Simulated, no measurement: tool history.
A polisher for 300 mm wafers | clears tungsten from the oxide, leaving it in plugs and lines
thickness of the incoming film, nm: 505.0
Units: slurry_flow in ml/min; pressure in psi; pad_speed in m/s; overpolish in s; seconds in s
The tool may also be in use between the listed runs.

run    day  slurry_flow  pressure  pad_speed  slurry_solids  overpolish  seconds
  1      0          225       4.6       1.06              1          30   79.304
  2  0.288          225       4.6        1.2              1          30   70.152
  3  0.633          225       4.6        1.2           0.85          30   72.231
  4  0.783          225       4.6       1.06           0.85          30   81.478
  5  0.946          225       4.1       1.06           0.85          30    90.31
  6  1.275          225       4.1       0.92           0.85          30    102.9
  7  1.317          230       4.9       0.92           0.85          30   86.016
  8  1.429          235       5.4       0.92           0.85          30    77.75
  9  1.512          240       5.8       0.92           0.85          30   73.908

The next listed run, before its measurement:
 10  1.546          240       6.2       0.92           0.85          30        ?

{"run 10": {"seconds": 68.071}}
